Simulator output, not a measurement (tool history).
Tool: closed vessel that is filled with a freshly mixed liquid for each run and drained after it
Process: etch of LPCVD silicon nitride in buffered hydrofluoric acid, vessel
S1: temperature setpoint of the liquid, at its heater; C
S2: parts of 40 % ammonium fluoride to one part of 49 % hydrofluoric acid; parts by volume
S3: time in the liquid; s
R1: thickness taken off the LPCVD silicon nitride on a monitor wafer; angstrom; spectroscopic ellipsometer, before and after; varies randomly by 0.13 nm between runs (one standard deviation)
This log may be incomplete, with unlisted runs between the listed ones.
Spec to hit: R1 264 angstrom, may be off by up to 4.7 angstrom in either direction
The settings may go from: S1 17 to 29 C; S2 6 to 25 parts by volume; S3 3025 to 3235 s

Run 1, hour 0: S1 21 C, S2 15.5 parts by volume, S3 3025 s. Result: R1 232.88 angstrom.
Run 2, hour 9.6: S1 18 C, S2 15.5 parts by volume, S3 3025 s. Result: R1 196.34 angstrom.
Run 3, hour 17.6: S1 18 C, S2 17 parts by volume, S3 3025 s. Result: R1 179.91 angstrom.
Run 4, hour 22.3: S1 18 C, S2 13 parts by volume, S3 3025 s. Result: R1 232.75 angstrom.
Run 5, hour 25.4: S1 17 C, S2 13 parts by volume, S3 3025 s. Result: R1 221.54 angstrom.
Run 6, hour 33.1: S1 17 C, S2 17 parts by volume, S3 3025 s. Result: R1 169.1 angstrom.
Run 7, hour 35.9: S1 19 C, S2 17 parts by volume, S3 3025 s. Result: R1 189.9 angstrom.
Run 8, hour 45.7: S1 20.5 C, S2 17 parts by volume, S3 3025 s. Result: R1 204.72 angstrom.
Run 9, hour 47.9: S1 24.5 C, S2 17 parts by volume, S3 3025 s. Result: R1 257 angstrom.

5 next moves are on the table. One of them brings every result within its allowed miss. Which?
Run A, hour 50.1: S1 25.5 C, S2 17 parts by volume, S3 3025 s. Result: R1 ?.
Run B, hour 50.1: S1 20.5 C, S2 14.5 parts by volume, S3 3075 s. Result: R1 ?.
Run C, hour 50.1: S1 24 C, S2 16.5 parts by volume, S3 3220 s. Result: R1 ?.
Run D, hour 50.1: S1 25 C, S2 18 parts by volume, S3 3185 s. Result: R1 ?.
Run E, hour 50.1: S1 26 C, S2 17.5 parts by volume, S3 3105 s. Result: R1 ?.

move      R1
   A  273.38
   B  246.83
   C  276.19
   D   264.8
   E  280.19
A: takes the biggest miss from the last run beyond its target
B: moves away from the targets compared with the last run
C: takes the biggest miss from the last run beyond its target
D: all results land within tolerance of their targets
E: takes the biggest miss from the last run beyond its target
The move that meets every target is D.

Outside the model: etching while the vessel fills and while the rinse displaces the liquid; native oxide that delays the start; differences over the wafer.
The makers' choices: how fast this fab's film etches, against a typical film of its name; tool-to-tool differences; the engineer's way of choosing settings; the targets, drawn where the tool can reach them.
